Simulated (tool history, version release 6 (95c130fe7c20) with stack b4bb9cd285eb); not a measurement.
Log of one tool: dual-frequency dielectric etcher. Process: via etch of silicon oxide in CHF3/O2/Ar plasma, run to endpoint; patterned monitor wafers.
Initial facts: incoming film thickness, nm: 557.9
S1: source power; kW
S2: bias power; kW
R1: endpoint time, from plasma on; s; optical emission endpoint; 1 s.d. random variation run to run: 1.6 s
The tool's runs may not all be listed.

{"run": 1, "hour": 0.0, "S1": 0.47, "S2": 0.137, "R1": 345.25}
{"run": 2, "hour": 3.7, "S1": 0.45, "S2": 0.136, "R1": 351.54}
{"run": 3, "hour": 4.5, "S1": 0.45, "S2": 0.116, "R1": 369.8}
{"run": 4, "hour": 5.1, "S1": 0.45, "S2": 0.108, "R1": 379.26}
{"run": 5, "hour": 11.3, "S1": 0.44, "S2": 0.108, "R1": 380.77}
{"run": 6, "hour": 12.6, "S1": 0.43, "S2": 0.108, "R1": 381.71}

What will run 7 give?
{"run": 7, "hour": 15.5, "S1": 0.35, "S2": 0.104, "R1": "?"}

{"run 7": {"R1": 413.89}}
